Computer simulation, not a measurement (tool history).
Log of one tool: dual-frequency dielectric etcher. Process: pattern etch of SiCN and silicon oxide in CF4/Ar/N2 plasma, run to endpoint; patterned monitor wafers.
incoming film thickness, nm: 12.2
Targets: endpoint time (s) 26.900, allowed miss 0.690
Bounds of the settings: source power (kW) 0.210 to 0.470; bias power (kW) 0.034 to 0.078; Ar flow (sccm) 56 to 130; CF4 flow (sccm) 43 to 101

run 1 day=0.000 | source_power_(kW)=0.340 bias_power_(kW)=0.056 Ar_flow_(sccm)=93 CF4_flow_(sccm)=72 | endpoint_time_(s)=19.278
run 2 day=0.067 | source_power_(kW)=0.320 bias_power_(kW)=0.056 Ar_flow_(sccm)=93 CF4_flow_(sccm)=72 | endpoint_time_(s)=20.552
run 3 day=0.225 | source_power_(kW)=0.310 bias_power_(kW)=0.056 Ar_flow_(sccm)=93 CF4_flow_(sccm)=72 | endpoint_time_(s)=21.343
run 4 day=0.254 | source_power_(kW)=0.300 bias_power_(kW)=0.056 Ar_flow_(sccm)=93 CF4_flow_(sccm)=72 | endpoint_time_(s)=22.323
run 5 day=0.562 | source_power_(kW)=0.300 bias_power_(kW)=0.062 Ar_flow_(sccm)=93 CF4_flow_(sccm)=72 | endpoint_time_(s)=21.508
run 6 day=0.792 | source_power_(kW)=0.290 bias_power_(kW)=0.062 Ar_flow_(sccm)=93 CF4_flow_(sccm)=72 | endpoint_time_(s)=22.342
run 7 day=0.979 | source_power_(kW)=0.280 bias_power_(kW)=0.062 Ar_flow_(sccm)=93 CF4_flow_(sccm)=72 | endpoint_time_(s)=23.162
run 8 day=1.058 | source_power_(kW)=0.270 bias_power_(kW)=0.062 Ar_flow_(sccm)=93 CF4_flow_(sccm)=72 | endpoint_time_(s)=24.278

Which of these 4 next moves meets every target?
run A day=1.138 | source_power_(kW)=0.250 bias_power_(kW)=0.063 Ar_flow_(sccm)=109 CF4_flow_(sccm)=74 | endpoint_time_(s)=?
run B day=1.138 | source_power_(kW)=0.260 bias_power_(kW)=0.062 Ar_flow_(sccm)=93 CF4_flow_(sccm)=71 | endpoint_time_(s)=?
run C day=1.138 | source_power_(kW)=0.320 bias_power_(kW)=0.067 Ar_flow_(sccm)=113 CF4_flow_(sccm)=70 | endpoint_time_(s)=?
run D day=1.138 | source_power_(kW)=0.280 bias_power_(kW)=0.064 Ar_flow_(sccm)=102 CF4_flow_(sccm)=62 | endpoint_time_(s)=?

move=A endpoint_time_(s)=27.140
move=B endpoint_time_(s)=25.547
move=C endpoint_time_(s)=20.192
move=D endpoint_time_(s)=23.794
A: meets every target
B: nearer than the last run, and not there yet
C: further off than the last run
D: further off than the last run
Answer: A

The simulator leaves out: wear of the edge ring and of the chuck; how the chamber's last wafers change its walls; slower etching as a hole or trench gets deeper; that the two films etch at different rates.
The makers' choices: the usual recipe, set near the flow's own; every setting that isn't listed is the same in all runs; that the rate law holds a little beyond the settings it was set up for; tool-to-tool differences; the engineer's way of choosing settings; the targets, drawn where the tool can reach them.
